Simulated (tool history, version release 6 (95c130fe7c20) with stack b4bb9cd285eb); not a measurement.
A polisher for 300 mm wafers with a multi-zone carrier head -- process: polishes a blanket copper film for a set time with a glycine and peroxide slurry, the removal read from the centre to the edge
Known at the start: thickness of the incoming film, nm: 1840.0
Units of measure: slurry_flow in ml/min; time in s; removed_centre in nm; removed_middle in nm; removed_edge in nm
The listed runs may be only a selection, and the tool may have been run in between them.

run	hour	slurry_flow	centre_zone	middle_zone	edge_zone	time	removed_centre	removed_middle	removed_edge
1	0.0	285	1.00	1.00	1.00	74	363.29	355.82	357.85
2	2.3	285	1.00	1.05	1.00	74	361.42	368.91	361.27
3	9.5	310	1.00	1.05	1.00	74	371.54	365.32	361.12
4	11.8	340	1.01	1.00	0.99	70	353.63	343.07	348.01
5	15.6	330	1.05	0.95	0.97	67	354.44	306.48	332.22
6	18.6	375	1.05	0.95	0.97	67	361.44	315.27	326.54

Run 7 is up next; what results do you expect?
7	24.6	375	1.05	0.93	0.95	65	?	?	?

removed_centre: 354.79 nm
removed_middle: 305.97 nm
removed_edge: 319.21 nm

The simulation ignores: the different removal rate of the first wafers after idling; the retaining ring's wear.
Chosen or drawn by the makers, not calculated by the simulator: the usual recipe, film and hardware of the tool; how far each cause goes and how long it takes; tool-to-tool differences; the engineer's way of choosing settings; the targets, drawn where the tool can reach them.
